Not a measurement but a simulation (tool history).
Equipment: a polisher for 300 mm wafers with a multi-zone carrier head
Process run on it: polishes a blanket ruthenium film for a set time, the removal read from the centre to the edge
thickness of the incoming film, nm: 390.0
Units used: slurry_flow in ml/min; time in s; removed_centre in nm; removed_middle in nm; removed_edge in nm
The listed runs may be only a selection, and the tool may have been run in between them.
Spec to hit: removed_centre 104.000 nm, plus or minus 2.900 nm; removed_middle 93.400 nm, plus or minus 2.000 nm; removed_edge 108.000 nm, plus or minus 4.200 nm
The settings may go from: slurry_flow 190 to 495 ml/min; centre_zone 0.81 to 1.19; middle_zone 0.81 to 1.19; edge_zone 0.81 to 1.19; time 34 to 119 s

run  hour  slurry_flow  centre_zone  middle_zone  edge_zone  time  removed_centre  removed_middle  removed_edge
  1   0.0          320         1.00         1.00       1.00    76          83.859          85.494        84.699
  2   6.7          320         1.06         1.00       1.00    76          88.069          84.941        85.620
  3   8.3          320         1.06         1.00       1.00    92         105.980         102.810       102.050
  4  13.1          305         1.06         0.98       1.03    92         106.620         100.330       102.950
  5  16.6          295         1.05         0.96       1.06    92         104.660          97.972       104.130
  6  19.0          295         1.05         0.96       1.02    92         105.140          99.451       103.020
  7  24.0          290         1.04         0.94       1.04    92         102.760          97.924       101.940
  8  29.3          275         1.05         0.84       1.14    96         109.140          92.892       113.780
  9  38.1          270         1.04         0.84       1.12    96         107.330          92.965       112.860
 10  44.3          270         1.04         0.84       1.12    96         109.000          93.359       112.310

Which single option among these 5 for the next run brings every result within its allowed miss of target? Just one does.
  A  50.5          305         1.06         0.81       1.10   101               ?               ?             ?
  B  50.5          255         1.08         0.85       1.05    97               ?               ?             ?
  C  50.5          255         1.03         0.86       1.08    95               ?               ?             ?
  D  50.5          305         1.06         0.81       1.12    98               ?               ?             ?
  E  50.5          240         0.95         0.85       1.19    96               ?               ?             ?

move  removed_centre  removed_middle  removed_edge
   A         115.900          95.897       116.010
   B         111.740          94.086       107.660
   C         104.340          92.962       106.920
   D         112.460          93.046       113.600
   E          96.650          92.701       113.150
A: further off than the last run
B: further off than the last run
C: every result within its allowed miss
D: further off than the last run
E: pushes the last run's worst result past its target
Move C is the one to make.

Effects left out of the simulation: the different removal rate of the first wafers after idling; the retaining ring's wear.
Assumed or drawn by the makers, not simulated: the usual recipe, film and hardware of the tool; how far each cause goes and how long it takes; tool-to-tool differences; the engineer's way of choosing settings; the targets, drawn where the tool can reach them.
